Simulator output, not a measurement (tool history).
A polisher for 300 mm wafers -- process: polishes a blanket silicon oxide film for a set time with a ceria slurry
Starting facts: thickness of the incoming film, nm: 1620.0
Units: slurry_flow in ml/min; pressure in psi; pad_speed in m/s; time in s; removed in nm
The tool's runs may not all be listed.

run	hour	slurry_flow	pressure	pad_speed	time	removed
1	0.0	170	2.6	1.22	55	234.91
2	5.6	170	2.6	1.22	55	236.22
3	13.6	170	2.6	1.22	55	234.21
4	15.3	170	2.2	1.20	55	199.37
5	18.1	170	2.2	1.20	55	200.48
6	24.1	170	1.9	1.18	55	166.67
7	31.6	170	1.8	1.18	55	156.53
8	36.6	165	1.3	1.16	55	116.85
9	42.3	170	1.3	1.16	55	118.44
10	49.0	175	1.3	1.16	55	117.27

Run 11, settings as shown, results not yet in. Your forecast:
11	53.5	175	1.3	1.16	55	?

{"run 11": {"removed": 115.37}}
